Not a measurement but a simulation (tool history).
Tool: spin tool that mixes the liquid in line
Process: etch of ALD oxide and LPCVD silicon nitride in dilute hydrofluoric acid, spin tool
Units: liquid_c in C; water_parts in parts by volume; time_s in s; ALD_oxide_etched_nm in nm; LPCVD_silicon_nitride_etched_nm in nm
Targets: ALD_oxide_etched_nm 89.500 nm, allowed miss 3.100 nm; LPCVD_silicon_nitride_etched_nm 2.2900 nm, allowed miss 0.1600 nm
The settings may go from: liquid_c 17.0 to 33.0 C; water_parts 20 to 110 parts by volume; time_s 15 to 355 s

| run | day | liquid_c | water_parts | time_s | ALD_oxide_etched_nm | LPCVD_silicon_nitride_etched_nm |
|---|---|---|---|---|---|---|
| 1 | 0.000 | 25.0 | 60 | 180 | 50.979 | 1.4499 |
| 2 | 0.233 | 27.0 | 60 | 180 | 54.620 | 1.6558 |
| 3 | 0.392 | 27.0 | 60 | 240 | 74.201 | 2.1662 |
| 4 | 0.554 | 27.0 | 60 | 195 | 59.098 | 1.8135 |
| 5 | 0.808 | 29.5 | 60 | 195 | 65.828 | 2.0831 |
| 6 | 0.871 | 26.0 | 60 | 195 | 56.994 | 1.6713 |
| 7 | 1.212 | 25.0 | 50 | 195 | 66.734 | 1.9082 |
| 8 | 1.475 | 24.0 | 45 | 200 | 73.772 | 2.0802 |
| 9 | 1.650 | 21.0 | 25 | 195 | 115.050 | 2.7467 |

4 next moves are on the table. One of them brings every result within its allowed miss. Which?
| A | 1.825 | 29.5 | 50 | 205 | ? | ? |
| B | 1.825 | 29.0 | 50 | 225 | ? | ? |
| C | 1.825 | 23.5 | 25 | 135 | ? | ? |
| D | 1.825 | 18.5 | 25 | 180 | ? | ? |

| move | ALD_oxide_etched_nm | LPCVD_silicon_nitride_etched_nm |
|---|---|---|
| A | 83.716 | 2.6391 |
| B | 90.088 | 2.8041 |
| C | 89.463 | 2.2885 |
| D | 96.227 | 2.1526 |
A: takes the result that was furthest off past its target
B: brings the result that was furthest off to its target, and leaves another outside
C: meets every target
D: nearer than the last run, and not there yet
Answer: C

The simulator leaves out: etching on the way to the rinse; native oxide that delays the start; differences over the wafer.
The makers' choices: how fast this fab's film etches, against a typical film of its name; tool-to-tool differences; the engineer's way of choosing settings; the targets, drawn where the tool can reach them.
